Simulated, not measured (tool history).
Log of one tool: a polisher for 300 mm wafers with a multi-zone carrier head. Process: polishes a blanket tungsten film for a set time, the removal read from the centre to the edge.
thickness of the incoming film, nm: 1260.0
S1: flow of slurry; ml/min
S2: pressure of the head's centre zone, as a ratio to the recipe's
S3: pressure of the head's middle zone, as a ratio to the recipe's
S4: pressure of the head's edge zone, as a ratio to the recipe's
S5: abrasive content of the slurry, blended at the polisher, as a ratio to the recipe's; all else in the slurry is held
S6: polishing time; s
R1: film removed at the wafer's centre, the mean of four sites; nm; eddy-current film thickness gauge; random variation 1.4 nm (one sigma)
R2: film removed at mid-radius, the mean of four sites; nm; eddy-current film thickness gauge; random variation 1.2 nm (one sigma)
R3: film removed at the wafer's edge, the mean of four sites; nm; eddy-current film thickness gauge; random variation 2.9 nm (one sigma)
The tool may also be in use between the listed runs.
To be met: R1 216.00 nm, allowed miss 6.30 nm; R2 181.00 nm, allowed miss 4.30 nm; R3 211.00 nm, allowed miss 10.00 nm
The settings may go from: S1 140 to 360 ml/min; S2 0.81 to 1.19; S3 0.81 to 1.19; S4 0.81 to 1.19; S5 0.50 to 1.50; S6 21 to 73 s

run  hour   S1    S2    S3    S4    S5  S6      R1      R2      R3
  1   0.0  230  1.00  1.00  1.00  1.00  47  206.09  207.70  210.53
  2   8.4  220  1.01  0.97  1.01  1.00  47  204.15  199.45  202.01
  3  13.4  220  1.09  0.97  1.01  1.00  47  222.84  199.29  210.66
  4  16.4  220  1.09  0.97  1.01  1.00  36  170.83  153.62  161.30
  5  18.2  220  1.09  0.97  1.01  1.15  36  174.36  155.85  161.22
  6  20.9  220  1.09  0.97  1.01  1.30  36  181.05  161.49  167.17
  7  25.8  230  1.10  0.96  1.05  1.35  37  188.17  165.32  176.48
  8  33.1  275  1.15  0.94  1.15  1.50  40  222.66  186.18  209.23

Which of these 5 next moves meets every target?
  A  40.4  280  1.13  1.06  1.16  1.45  37   ?   ?   ?
  B  40.4  265  1.11  0.88  1.13  1.45  40   ?   ?   ?
  C  40.4  225  1.15  0.96  1.00  1.40  43   ?   ?   ?
  D  40.4  255  1.08  0.95  1.09  1.40  42   ?   ?   ?
  E  40.4  245  1.11  0.91  1.16  1.45  41   ?   ?   ?

move      R1      R2      R3
   A  202.09  186.98  193.76
   B  212.83  172.84  206.15
   C  230.02  193.63  203.55
   D  214.82  190.71  210.07
   E  215.87  180.20  212.54
A: further off than the last run
B: takes the result that was furthest off past its target
C: further off than the last run
D: further off than the last run
E: meets every target
Move E is the one to make.
